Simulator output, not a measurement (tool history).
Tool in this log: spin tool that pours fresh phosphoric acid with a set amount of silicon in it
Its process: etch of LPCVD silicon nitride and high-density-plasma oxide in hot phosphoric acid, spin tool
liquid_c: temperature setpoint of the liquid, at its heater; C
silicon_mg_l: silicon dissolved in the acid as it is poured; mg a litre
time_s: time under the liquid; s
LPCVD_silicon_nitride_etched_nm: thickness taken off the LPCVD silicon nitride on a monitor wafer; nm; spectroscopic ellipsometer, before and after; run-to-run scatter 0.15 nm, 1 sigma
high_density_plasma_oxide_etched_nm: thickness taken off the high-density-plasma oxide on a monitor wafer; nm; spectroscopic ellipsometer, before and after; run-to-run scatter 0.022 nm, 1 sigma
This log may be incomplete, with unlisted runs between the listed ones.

run	hour	liquid_c	silicon_mg_l	time_s	LPCVD_silicon_nitride_etched_nm	high_density_plasma_oxide_etched_nm
1	0	164	30	180	16.206	0.23736
2	4.9	165.5	30	180	17.134	0.23064
3	9.3	165.5	30	245	23.112	0.28454
4	16.4	166	31.5	245	23.441	0.39529
5	22.4	165.5	34	250	23.855	0.35851
6	26	167	34	250	24.773	0.3626
7	32.4	167	36.5	250	24.761	0.35833
8	35	167	38.5	255	25.338	0.26928

Run 9 comes next. What will it give?
# hour 36.1: heated supply line repaired
9	36.1	167	39.5	255	?	?

For run 9 the tool returned LPCVD_silicon_nitride_etched_nm 28.108 nm, high_density_plasma_oxide_etched_nm 0.37936 nm.
